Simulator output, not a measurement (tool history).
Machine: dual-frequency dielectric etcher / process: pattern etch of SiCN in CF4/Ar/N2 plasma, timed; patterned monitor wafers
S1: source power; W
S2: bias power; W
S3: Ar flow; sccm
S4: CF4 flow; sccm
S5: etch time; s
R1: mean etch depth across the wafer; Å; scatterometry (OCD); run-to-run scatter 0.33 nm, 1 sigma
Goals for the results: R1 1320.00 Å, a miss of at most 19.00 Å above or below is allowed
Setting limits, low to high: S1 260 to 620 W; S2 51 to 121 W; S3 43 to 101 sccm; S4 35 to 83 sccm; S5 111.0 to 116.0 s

| run | hour | S1 | S2 | S3 | S4 | S5 | R1 |
|---|---|---|---|---|---|---|---|
| 1 | 0.0 | 440 | 86 | 72 | 59 | 111.0 | 946.39 |
| 2 | 4.1 | 440 | 86 | 72 | 63 | 111.0 | 945.81 |
| 3 | 10.7 | 460 | 86 | 72 | 63 | 111.0 | 984.59 |
| 4 | 14.8 | 460 | 92 | 72 | 63 | 111.0 | 1002.60 |
| 5 | 20.3 | 430 | 92 | 72 | 63 | 111.0 | 948.92 |
| 6 | 23.1 | 430 | 99 | 72 | 63 | 111.0 | 972.94 |
| 7 | 28.9 | 450 | 99 | 72 | 63 | 111.0 | 1008.80 |
| 8 | 32.9 | 470 | 99 | 72 | 63 | 111.0 | 1046.10 |
| 9 | 38.9 | 490 | 99 | 72 | 63 | 111.0 | 1087.80 |
| 10 | 42.2 | 500 | 99 | 72 | 63 | 111.0 | 1098.30 |
| 11 | 45.4 | 510 | 99 | 72 | 63 | 111.0 | 1124.50 |
| 12 | 47.7 | 600 | 100 | 72 | 63 | 111.0 | 1286.30 |

Which one of the following 4 next-run settings gets every result inside its allowed miss? There is exactly one.
| A | 50.0 | 590 | 97 | 66 | 58 | 111.0 | ? |
| B | 50.0 | 600 | 92 | 85 | 55 | 116.0 | ? |
| C | 50.0 | 620 | 97 | 73 | 58 | 112.5 | ? |
| D | 50.0 | 590 | 87 | 66 | 74 | 112.5 | ? |

| move | R1 |
|---|---|
| A | 1270.40 |
| B | 1276.60 |
| C | 1326.30 |
| D | 1266.20 |
A: its largest miss is bigger than the last run's
B: its largest miss is bigger than the last run's
C: all results land within tolerance of their targets
D: its largest miss is bigger than the last run's
C is the move that brings every result within its allowed miss.
